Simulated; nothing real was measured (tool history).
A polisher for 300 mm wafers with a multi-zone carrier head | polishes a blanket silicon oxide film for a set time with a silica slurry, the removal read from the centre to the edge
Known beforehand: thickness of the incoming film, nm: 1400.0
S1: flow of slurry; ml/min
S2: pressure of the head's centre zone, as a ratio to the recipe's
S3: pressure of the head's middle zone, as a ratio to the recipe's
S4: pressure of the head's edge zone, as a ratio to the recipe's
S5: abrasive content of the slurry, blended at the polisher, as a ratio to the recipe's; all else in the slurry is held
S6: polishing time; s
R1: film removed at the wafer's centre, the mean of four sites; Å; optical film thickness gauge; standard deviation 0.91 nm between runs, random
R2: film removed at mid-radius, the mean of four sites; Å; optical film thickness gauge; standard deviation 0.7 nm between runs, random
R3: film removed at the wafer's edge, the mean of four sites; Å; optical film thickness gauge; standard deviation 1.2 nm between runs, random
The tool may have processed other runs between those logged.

run  hour   S1    S2    S3    S4    S5  S6      R1      R2      R3
  1     0  230     1     1     1     1  34  1151.8  1140.3  1196.8
  2   5.2  230     1     1  1.08     1  34  1140.9  1141.4  1213.8
  3  10.5  230     1     1  1.08     1  39  1340.1  1324.2    1423
  4  15.5  230     1  1.05  1.08     1  39    1318  1365.8  1392.1
  5  18.9  225  0.99  1.04  1.07   0.9  39  1259.2  1302.4  1356.7
  6  22.2  230  0.98  1.04  1.06   0.8  38  1198.7  1258.4  1282.9
     27.2  -- slurry nozzle cleaned
  7  27.2  225  0.97  1.03  1.05  0.75  37    1207  1228.2  1275.5
  8  28.7  225  0.96  1.03  1.06  0.75  36  1161.3  1213.7  1237.3
  9  31.4  225  0.96  1.03  1.06  0.75  36  1157.7  1210.4  1240.6
 10    38  220  0.95  1.02  1.07   0.7  35    1078  1137.6  1148.1
 11    46  210  0.94     1  1.08   0.7  35  1062.4  1126.7    1191
 12  51.6  205  0.94     1  1.08  0.65  35  1030.8  1095.1  1163.2
 13  54.6  200  0.94  1.01  1.08   0.6  35    1022  1084.2  1131.4

Expected results for the next run?
 14  62.4  175  0.89  0.98  1.02  0.55  35   ?   ?   ?

Run 14 produced R1 908.95 Å, R2 1005.9 Å, R3 1056.9 Å.
